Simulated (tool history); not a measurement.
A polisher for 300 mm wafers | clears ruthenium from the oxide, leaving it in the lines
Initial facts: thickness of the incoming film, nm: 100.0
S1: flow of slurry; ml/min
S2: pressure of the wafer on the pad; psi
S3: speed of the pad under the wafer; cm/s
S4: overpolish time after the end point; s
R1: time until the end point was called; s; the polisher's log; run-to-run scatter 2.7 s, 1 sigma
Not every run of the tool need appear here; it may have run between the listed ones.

{"run": 1, "hour": 0.0, "S1": 210, "S2": 2.3, "S3": 82, "S4": 21, "R1": 101.88}
{"run": 2, "hour": 5.1, "S1": 210, "S2": 2.7, "S3": 82, "S4": 21, "R1": 89.537}
{"run": 3, "hour": 11.6, "S1": 210, "S2": 2.4, "S3": 76, "S4": 21, "R1": 109.03}
{"run": 4, "hour": 19.9, "S1": 210, "S2": 2.0, "S3": 76, "S4": 21, "R1": 128.21}
{"run": 5, "hour": 28.9, "S1": 210, "S2": 2.0, "S3": 76, "S4": 21, "R1": 124.75}
{"run": 6, "hour": 33.9, "S1": 210, "S2": 1.8, "S3": 72, "S4": 21, "R1": 145.02}

The next listed run, before its measurement:
{"run": 7, "hour": 38.3, "S1": 210, "S2": 1.8, "S3": 72, "S4": 21, "R1": "?"}

Run 7 yielded R1 147.830 s.

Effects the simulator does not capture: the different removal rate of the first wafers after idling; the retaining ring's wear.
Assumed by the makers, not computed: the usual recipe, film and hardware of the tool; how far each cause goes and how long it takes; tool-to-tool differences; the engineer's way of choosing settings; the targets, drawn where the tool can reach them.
